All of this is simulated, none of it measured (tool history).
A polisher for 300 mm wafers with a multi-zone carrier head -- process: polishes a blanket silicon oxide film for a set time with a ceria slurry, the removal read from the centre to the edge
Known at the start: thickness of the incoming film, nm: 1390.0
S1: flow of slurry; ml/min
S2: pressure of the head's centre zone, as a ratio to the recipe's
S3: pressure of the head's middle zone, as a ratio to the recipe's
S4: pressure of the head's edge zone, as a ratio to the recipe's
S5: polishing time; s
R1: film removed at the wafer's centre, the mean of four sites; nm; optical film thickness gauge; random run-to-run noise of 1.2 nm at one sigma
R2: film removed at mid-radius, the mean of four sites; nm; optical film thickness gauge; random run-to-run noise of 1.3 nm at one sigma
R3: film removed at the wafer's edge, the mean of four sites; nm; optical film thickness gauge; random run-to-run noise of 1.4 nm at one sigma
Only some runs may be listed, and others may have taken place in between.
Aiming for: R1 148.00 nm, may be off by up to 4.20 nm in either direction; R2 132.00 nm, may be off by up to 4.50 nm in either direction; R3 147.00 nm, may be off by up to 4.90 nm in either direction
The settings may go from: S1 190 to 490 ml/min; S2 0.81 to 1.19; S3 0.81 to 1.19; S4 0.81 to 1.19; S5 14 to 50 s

Run 1, hour 0.0: S1 315 ml/min, S2 1.00, S3 1.00, S4 1.00, S5 32 s. Result: R1 156.26 nm, R2 151.67 nm, R3 150.85 nm.
Run 2, hour 1.1: S1 375 ml/min, S2 1.00, S3 1.00, S4 1.00, S5 32 s. Result: R1 154.92 nm, R2 152.93 nm, R3 155.10 nm.
Run 3, hour 8.6: S1 375 ml/min, S2 1.00, S3 1.00, S4 1.00, S5 36 s. Result: R1 178.76 nm, R2 172.06 nm, R3 170.59 nm.
Run 4, hour 14.0: S1 375 ml/min, S2 1.05, S3 1.00, S4 1.00, S5 36 s. Result: R1 183.18 nm, R2 174.04 nm, R3 168.96 nm.
Run 5, hour 20.1: S1 445 ml/min, S2 1.05, S3 1.00, S4 1.00, S5 36 s. Result: R1 186.93 nm, R2 175.24 nm, R3 176.13 nm.
Run 6, hour 23.3: S1 435 ml/min, S2 1.03, S3 0.97, S4 0.98, S5 35 s. Result: R1 178.12 nm, R2 168.18 nm, R3 168.44 nm.
Run 7, hour 28.8: S1 425 ml/min, S2 1.02, S3 0.94, S4 0.98, S5 34 s. Result: R1 168.69 nm, R2 156.29 nm, R3 161.98 nm.
Run 8, hour 33.7: S1 415 ml/min, S2 1.01, S3 0.92, S4 0.97, S5 34 s. Result: R1 167.16 nm, R2 155.76 nm, R3 160.81 nm.
Run 9, hour 42.3: S1 410 ml/min, S2 1.00, S3 0.90, S4 0.97, S5 34 s. Result: R1 164.11 nm, R2 151.44 nm, R3 162.45 nm.
Run 10, hour 48.8: S1 410 ml/min, S2 1.00, S3 0.90, S4 0.97, S5 34 s. Result: R1 166.78 nm, R2 150.28 nm, R3 161.02 nm.
Run 11, hour 54.7: S1 400 ml/min, S2 0.98, S3 0.88, S4 0.96, S5 34 s. Result: R1 162.41 nm, R2 148.52 nm, R3 160.22 nm.
Run 12, hour 57.7: S1 395 ml/min, S2 0.97, S3 0.87, S4 0.95, S5 34 s. Result: R1 159.95 nm, R2 147.98 nm, R3 163.14 nm.
Run 13, hour 59.0: S1 395 ml/min, S2 0.97, S3 0.86, S4 0.94, S5 33 s. Result: R1 155.99 nm, R2 139.26 nm, R3 154.29 nm.
Run 14, hour 65.2: S1 390 ml/min, S2 0.96, S3 0.86, S4 0.93, S5 33 s. Result: R1 154.35 nm, R2 142.93 nm, R3 152.62 nm.
Run 15, hour 72.1: S1 385 ml/min, S2 0.96, S3 0.85, S4 0.93, S5 33 s. Result: R1 152.66 nm, R2 139.19 nm, R3 154.92 nm.
Run 16, hour 78.2: S1 380 ml/min, S2 0.96, S3 0.84, S4 0.92, S5 33 s. Result: R1 154.73 nm, R2 139.34 nm, R3 151.24 nm.
Run 17, hour 85.8: S1 375 ml/min, S2 0.96, S3 0.83, S4 0.92, S5 33 s. Result: R1 153.56 nm, R2 136.64 nm, R3 154.75 nm.
Run 18, hour 93.8: S1 375 ml/min, S2 0.96, S3 0.83, S4 0.92, S5 33 s. Result: R1 154.81 nm, R2 135.52 nm, R3 153.01 nm.
Run 19, hour 98.0: S1 375 ml/min, S2 0.95, S3 0.83, S4 0.91, S5 33 s. Result: R1 151.08 nm, R2 137.60 nm, R3 151.98 nm.
Run 20, hour 99.2: S1 370 ml/min, S2 0.95, S3 0.83, S4 0.91, S5 33 s. Result: R1 150.65 nm, R2 139.84 nm, R3 150.60 nm.

Below are 4 possible settings for the next run. Only one of them brings all results inside the allowed miss of their targets. Which is it?
Run A, hour 100.4: S1 415 ml/min, S2 0.92, S3 0.86, S4 0.93, S5 31 s. Result: R1 ?, R2 ?, R3 ?.
Run B, hour 100.4: S1 325 ml/min, S2 1.02, S3 0.82, S4 0.91, S5 30 s. Result: R1 ?, R2 ?, R3 ?.
Run C, hour 100.4: S1 360 ml/min, S2 0.99, S3 0.86, S4 0.99, S5 31 s. Result: R1 ?, R2 ?, R3 ?.
Run D, hour 100.4: S1 485 ml/min, S2 1.02, S3 0.92, S4 0.95, S5 31 s. Result: R1 ?, R2 ?, R3 ?.

move      R1      R2      R3
   A  140.52  132.99  144.79
   B  148.70  122.11  137.59
   C  150.06  131.94  147.72
   D  157.34  141.66  146.82
A: the furthest-off result lands on target, but another misses its tolerance
B: carries the result that was furthest off beyond its target, to the other side
C: all results land within tolerance of their targets
D: misses by more than the last run did
Correct choice: C, which meets every target
